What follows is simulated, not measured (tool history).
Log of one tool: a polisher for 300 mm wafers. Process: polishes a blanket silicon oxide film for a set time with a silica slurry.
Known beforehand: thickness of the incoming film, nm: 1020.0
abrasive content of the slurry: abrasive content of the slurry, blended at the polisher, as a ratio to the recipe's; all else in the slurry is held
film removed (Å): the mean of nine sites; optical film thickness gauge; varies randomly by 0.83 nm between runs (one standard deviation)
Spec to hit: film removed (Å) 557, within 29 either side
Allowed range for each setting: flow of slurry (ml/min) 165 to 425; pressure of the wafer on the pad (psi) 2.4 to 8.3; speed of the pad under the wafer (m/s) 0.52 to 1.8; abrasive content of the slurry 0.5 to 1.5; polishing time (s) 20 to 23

| run | hour | flow of slurry (ml/min) | pressure of the wafer on the pad (psi) | speed of the pad under the wafer (m/s) | abrasive content of the slurry | polishing time (s) | film removed (Å) |
|---|---|---|---|---|---|---|---|
| 1 | 0 | 275 | 5.3 | 1.16 | 1 | 23 | 992.98 |
| 2 | 3.5 | 275 | 5 | 1.16 | 1 | 23 | 943.57 |
| 3 | 12.3 | 275 | 5 | 0.9 | 1 | 23 | 825.77 |
| 4 | 14.9 | 275 | 4.8 | 0.9 | 1 | 23 | 788.81 |
| 5 | 16.6 | 275 | 4.6 | 0.9 | 1 | 23 | 751.65 |
| 6 | 24.4 | 275 | 4.4 | 0.9 | 1 | 23 | 719.41 |
| 7 | 27.2 | 275 | 4.3 | 0.9 | 1 | 23 | 695.13 |
| 8 | 28.6 | 275 | 4.2 | 0.9 | 1 | 23 | 695.79 |

Next run, 5 choices. One meets every target within its allowed miss, the rest don't. Which?
| A | 30 | 350 | 4.6 | 0.58 | 1 | 22 | ? |
| B | 30 | 310 | 4.7 | 1.04 | 0.95 | 23 | ? |
| C | 30 | 325 | 4.5 | 1.02 | 1.05 | 23 | ? |
| D | 30 | 310 | 3.5 | 0.86 | 0.85 | 22 | ? |
| E | 30 | 270 | 5.3 | 0.94 | 1.05 | 23 | ? |

| move | film removed (Å) |
|---|---|
| A | 552.91 |
| B | 830.74 |
| C | 824 |
| D | 501.58 |
| E | 901.02 |
A: meets every target
B: moves away from the targets compared with the last run
C: moves away from the targets compared with the last run
D: pushes the last run's worst result past its target
E: moves away from the targets compared with the last run
The move that meets every target is A.

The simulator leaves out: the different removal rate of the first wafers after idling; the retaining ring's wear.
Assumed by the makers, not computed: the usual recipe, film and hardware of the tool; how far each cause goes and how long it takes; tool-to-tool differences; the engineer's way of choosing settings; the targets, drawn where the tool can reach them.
